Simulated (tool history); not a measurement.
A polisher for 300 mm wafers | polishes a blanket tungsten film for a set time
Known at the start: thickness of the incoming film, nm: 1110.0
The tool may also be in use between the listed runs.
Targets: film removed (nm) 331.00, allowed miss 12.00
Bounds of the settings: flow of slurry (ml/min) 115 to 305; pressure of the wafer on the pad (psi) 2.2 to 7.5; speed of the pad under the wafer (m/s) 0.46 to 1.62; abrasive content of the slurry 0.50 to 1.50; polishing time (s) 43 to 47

run,hour,flow of slurry (ml/min),pressure of the wafer on the pad (psi),speed of the pad under the wafer (m/s),abrasive content of the slurry,polishing time (s),film removed (nm)
1,0.0,195,4.8,1.04,1.00,47,251.95
2,3.1,195,5.0,1.04,1.00,47,264.31
3,10.6,155,5.0,1.04,1.00,47,258.20
4,19.1,155,5.2,1.04,1.00,47,260.25
5,22.6,155,4.1,1.04,1.00,47,212.31
6,27.5,160,4.5,1.04,1.00,47,231.60
7,33.1,165,4.8,1.04,1.00,47,247.66
8,34.4,170,5.1,1.04,1.00,47,265.12
# hour 42.9: worn pad replaced by a new one
9,42.9,175,5.3,1.04,1.00,47,300.55
10,50.3,180,5.3,1.04,1.00,47,300.55
11,59.1,185,5.3,1.04,1.00,47,304.33
12,61.3,190,5.3,1.04,1.00,47,312.58
13,63.4,195,5.3,1.04,1.00,47,311.92
14,67.9,200,5.3,1.04,1.00,47,305.08
15,70.2,205,5.3,1.04,1.00,47,309.60
16,77.2,210,5.3,1.04,1.00,47,310.19

4 next moves are on the table. One of them brings every result within its allowed miss. Which?
A,84.2,215,5.3,1.10,0.95,45,?
B,84.2,195,5.0,1.04,1.05,47,?
C,84.2,205,5.0,1.18,0.95,46,?
D,84.2,205,5.7,1.00,1.10,47,?

move,film removed (nm)
A,309.35
B,295.62
C,314.77
D,330.78
A: as far off as the last run
B: further off than the last run
C: nearer than the last run, and not there yet
D: meets every target
The right move is D.
